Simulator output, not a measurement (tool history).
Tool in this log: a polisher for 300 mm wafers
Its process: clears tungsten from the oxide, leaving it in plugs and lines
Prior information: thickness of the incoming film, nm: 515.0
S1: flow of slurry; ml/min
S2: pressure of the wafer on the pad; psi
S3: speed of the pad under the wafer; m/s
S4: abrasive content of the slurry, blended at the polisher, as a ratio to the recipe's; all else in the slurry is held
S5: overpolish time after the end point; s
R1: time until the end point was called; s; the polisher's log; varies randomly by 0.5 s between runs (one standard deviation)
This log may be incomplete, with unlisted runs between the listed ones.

run,hour,S1,S2,S3,S4,S5,R1
1,0,245,3.9,1.42,1,36,60.942
2,1.8,245,3.9,1.42,1,38,60.451
3,5.7,245,3.9,1.42,1,38,60.048
4,9.7,245,4.5,1.44,1,38,52.852
5,17.6,245,4.5,1.44,1.15,38,52.803
6,23.6,245,5.3,1.44,1.15,38,43.936

Run 7 comes next. What will it give?
7,25.7,245,5.5,1.46,1.15,38,?

{"run 7": {"R1": 41.451}}
